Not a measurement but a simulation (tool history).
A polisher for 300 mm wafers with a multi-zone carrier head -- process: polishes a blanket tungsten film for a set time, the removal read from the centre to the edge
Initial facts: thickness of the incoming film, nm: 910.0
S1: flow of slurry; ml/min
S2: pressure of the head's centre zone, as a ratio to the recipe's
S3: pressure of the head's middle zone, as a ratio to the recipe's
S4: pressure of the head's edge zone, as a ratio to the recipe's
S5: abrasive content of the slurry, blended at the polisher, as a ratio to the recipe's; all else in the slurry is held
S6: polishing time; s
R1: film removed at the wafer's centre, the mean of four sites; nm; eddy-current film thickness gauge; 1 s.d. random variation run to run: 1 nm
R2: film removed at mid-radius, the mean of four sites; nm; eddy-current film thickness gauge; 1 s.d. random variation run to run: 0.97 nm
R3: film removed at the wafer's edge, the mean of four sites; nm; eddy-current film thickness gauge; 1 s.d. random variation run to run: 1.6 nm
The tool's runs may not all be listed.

| run | hour | S1 | S2 | S3 | S4 | S5 | S6 | R1 | R2 | R3 |
|---|---|---|---|---|---|---|---|---|---|---|
| 1 | 0.0 | 290 | 1.00 | 1.00 | 1.00 | 1.00 | 62 | 255.74 | 256.85 | 250.27 |
| 2 | 5.4 | 290 | 1.00 | 1.08 | 1.00 | 1.00 | 62 | 256.85 | 272.24 | 256.56 |
| 3 | 13.6 | 260 | 1.00 | 1.08 | 1.00 | 1.00 | 62 | 254.10 | 269.38 | 253.05 |
| 4 | 18.2 | 260 | 0.96 | 1.08 | 1.00 | 1.00 | 62 | 237.28 | 269.89 | 259.74 |
| 5 | 23.0 | 195 | 0.96 | 1.08 | 1.00 | 1.00 | 62 | 233.86 | 263.01 | 245.33 |
| 6 | 25.2 | 235 | 0.96 | 1.08 | 1.00 | 1.00 | 62 | 239.33 | 264.63 | 254.32 |
| 7 | 30.1 | 230 | 0.95 | 1.06 | 0.98 | 0.95 | 59 | 222.58 | 246.84 | 240.55 |
| 8 | 33.8 | 225 | 0.96 | 1.07 | 0.97 | 0.90 | 55 | 207.14 | 228.84 | 217.66 |
| 9 | 34.8 | 220 | 0.96 | 1.06 | 0.96 | 0.85 | 53 | 195.70 | 216.97 | 204.24 |
| 10 | 40.4 | 215 | 0.96 | 1.04 | 0.95 | 0.80 | 51 | 187.20 | 201.57 | 193.84 |
| 11 | 43.9 | 210 | 0.96 | 1.03 | 0.94 | 0.75 | 50 | 181.86 | 195.55 | 189.62 |
| 12 | 49.5 | 205 | 0.96 | 1.03 | 0.93 | 0.70 | 48 | 172.81 | 184.88 | 178.71 |
| 13 | 56.0 | 205 | 0.96 | 1.03 | 0.92 | 0.70 | 47 | 167.19 | 181.15 | 178.89 |
| 14 | 60.3 | 265 | 1.03 | 1.05 | 0.84 | 0.50 | 30 | 111.50 | 113.47 | 103.67 |

Forecast run 15:
|  | 67.6 | centre zone pressure recalibrated |
| 15 | 67.6 | 265 | 1.03 | 1.06 | 0.87 | 0.50 | 30 | ? | ? | ? |

{"run 15": {"R1": 117.78, "R2": 114.63, "R3": 105.44}}
